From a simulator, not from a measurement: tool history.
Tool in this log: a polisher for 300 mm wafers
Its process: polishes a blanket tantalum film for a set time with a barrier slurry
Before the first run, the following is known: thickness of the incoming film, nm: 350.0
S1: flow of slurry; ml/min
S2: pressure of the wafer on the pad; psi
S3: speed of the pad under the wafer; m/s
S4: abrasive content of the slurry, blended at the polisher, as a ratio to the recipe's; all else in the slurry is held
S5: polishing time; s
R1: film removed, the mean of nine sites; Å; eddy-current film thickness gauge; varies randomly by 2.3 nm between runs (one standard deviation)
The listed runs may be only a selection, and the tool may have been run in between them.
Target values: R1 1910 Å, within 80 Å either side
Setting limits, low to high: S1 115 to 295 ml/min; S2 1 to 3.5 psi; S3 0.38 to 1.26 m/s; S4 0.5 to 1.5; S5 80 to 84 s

{"run": 1, "day": 0.0, "S1": 190, "S2": 2.2, "S3": 0.82, "S4": 1, "S5": 80, "R1": 1130.2}
{"run": 2, "day": 0.075, "S1": 160, "S2": 2.2, "S3": 0.82, "S4": 1, "S5": 80, "R1": 1096.5}
{"run": 3, "day": 0.308, "S1": 160, "S2": 1.9, "S3": 0.82, "S4": 1, "S5": 80, "R1": 962.38}
{"run": 4, "day": 0.388, "S1": 165, "S2": 2.3, "S3": 0.82, "S4": 1, "S5": 80, "R1": 1147.1}
{"run": 5, "day": 0.738, "S1": 170, "S2": 2.6, "S3": 0.82, "S4": 1, "S5": 80, "R1": 1287.7}
{"run": 6, "day": 0.871, "S1": 175, "S2": 2.8, "S3": 0.82, "S4": 1, "S5": 80, "R1": 1355.5}
{"run": 7, "day": 1.167, "S1": 175, "S2": 3, "S3": 0.84, "S4": 1, "S5": 80, "R1": 1480.8}
{"run": 8, "day": 1.208, "S1": 175, "S2": 3.1, "S3": 0.86, "S4": 1, "S5": 80, "R1": 1591.1}
{"run": 9, "day": 1.296, "S1": 175, "S2": 3.2, "S3": 0.86, "S4": 1, "S5": 80, "R1": 1642.8}
{"run": 10, "day": 1.558, "S1": 175, "S2": 3.3, "S3": 0.86, "S4": 1, "S5": 80, "R1": 1640.8}

Which of these 5 next moves meets every target?
{"run": "A", "day": 1.821, "S1": 195, "S2": 3.5, "S3": 0.68, "S4": 1, "S5": 82, "R1": "?"}
{"run": "B", "day": 1.821, "S1": 160, "S2": 2.9, "S3": 0.8, "S4": 1.15, "S5": 80, "R1": "?"}
{"run": "C", "day": 1.821, "S1": 115, "S2": 2.8, "S3": 1.04, "S4": 1.05, "S5": 84, "R1": "?"}
{"run": "D", "day": 1.821, "S1": 180, "S2": 3.2, "S3": 0.76, "S4": 0.85, "S5": 80, "R1": "?"}
{"run": "E", "day": 1.821, "S1": 165, "S2": 3.3, "S3": 0.9, "S4": 1.15, "S5": 84, "R1": "?"}

move=A R1=1474
move=B R1=1428
move=C R1=1696
move=D R1=1384.1
move=E R1=1900.1
A: its largest miss is bigger than the last run's
B: its largest miss is bigger than the last run's
C: nearer than the last run, and not there yet
D: its largest miss is bigger than the last run's
E: all results in spec
Move E is the one to make.

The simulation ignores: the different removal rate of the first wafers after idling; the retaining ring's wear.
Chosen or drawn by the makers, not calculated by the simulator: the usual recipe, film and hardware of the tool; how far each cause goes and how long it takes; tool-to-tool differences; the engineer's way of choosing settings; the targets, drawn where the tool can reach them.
